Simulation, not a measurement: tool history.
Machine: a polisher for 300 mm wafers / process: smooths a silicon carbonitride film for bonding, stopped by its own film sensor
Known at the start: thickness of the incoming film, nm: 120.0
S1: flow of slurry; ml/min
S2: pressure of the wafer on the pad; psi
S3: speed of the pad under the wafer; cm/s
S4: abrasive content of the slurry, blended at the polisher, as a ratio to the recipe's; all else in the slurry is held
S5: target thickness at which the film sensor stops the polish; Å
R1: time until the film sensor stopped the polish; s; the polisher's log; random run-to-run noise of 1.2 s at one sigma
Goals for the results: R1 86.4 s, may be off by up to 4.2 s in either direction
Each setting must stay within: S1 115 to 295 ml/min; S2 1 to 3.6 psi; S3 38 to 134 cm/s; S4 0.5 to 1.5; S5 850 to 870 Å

run,hour,S1,S2,S3,S4,S5,R1
1,0,190,2.3,86,1,870,125.38
2,0.7,190,2.5,86,1,870,119.57
3,3.7,190,2.7,88,1,870,107.23
4,4.3,190,2.8,88,1,870,104.08
5,11.7,190,2.9,88,1,870,99.742
6,19.1,190,3,88,1,870,99.36
7,21.1,190,3.1,88,1,870,94.603
8,28.8,190,3.2,88,1,870,93.134

Next run, 5 choices. One meets every target within its allowed miss, the rest don't. Which?
A,36.5,195,3.3,80,1.1,860,?
B,36.5,210,3.2,90,1.05,870,?
C,36.5,155,3.3,84,1.2,850,?
D,36.5,210,3.4,74,1,870,?
E,36.5,180,2.9,100,0.9,850,?

move,R1
A,97.295
B,89.849
C,95.567
D,101.11
E,104.92
A: its largest miss is bigger than the last run's
B: meets every target
C: its largest miss is bigger than the last run's
D: its largest miss is bigger than the last run's
E: its largest miss is bigger than the last run's
Move B is the one to make.
